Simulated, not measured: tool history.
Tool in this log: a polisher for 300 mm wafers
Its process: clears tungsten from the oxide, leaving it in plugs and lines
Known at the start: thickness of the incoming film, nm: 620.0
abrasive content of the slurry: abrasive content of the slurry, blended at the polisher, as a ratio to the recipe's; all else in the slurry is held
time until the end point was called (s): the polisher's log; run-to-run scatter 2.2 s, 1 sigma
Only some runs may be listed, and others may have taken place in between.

run	hour	flow of slurry (ml/min)	pressure of the wafer on the pad (kPa)	speed of the pad under the wafer (cm/s)	abrasive content of the slurry	overpolish time after the end point (s)	time until the end point was called (s)
1	0.0	230	23.4	108	1.0	6	123.730
2	2.1	230	22.8	108	1.0	6	125.680
3	5.5	230	22.1	108	1.0	6	127.490
4	7.3	230	27.6	108	1.0	6	113.810
5	11.4	230	25.5	106	1.0	6	118.470
6	12.3	230	25.5	132	1.0	6	99.756
7	19.9	230	23.4	128	1.0	6	110.330
8	23.9	230	21.4	126	1.0	6	118.850
9	32.0	230	20.0	124	1.0	6	124.310
10	35.4	230	18.6	122	1.0	6	132.330
11	37.2	230	18.6	122	1.0	6	130.220
12	40.8	230	17.2	122	1.0	6	138.760
13	48.6	230	16.5	122	1.0	6	139.590
14	56.5	230	15.9	122	1.0	6	146.730

Run 15 has not been measured yet. What should we expect?
15	61.6	230	15.2	122	1.0	6	?

{"run 15": {"time until the end point was called (s)": 145.64}}
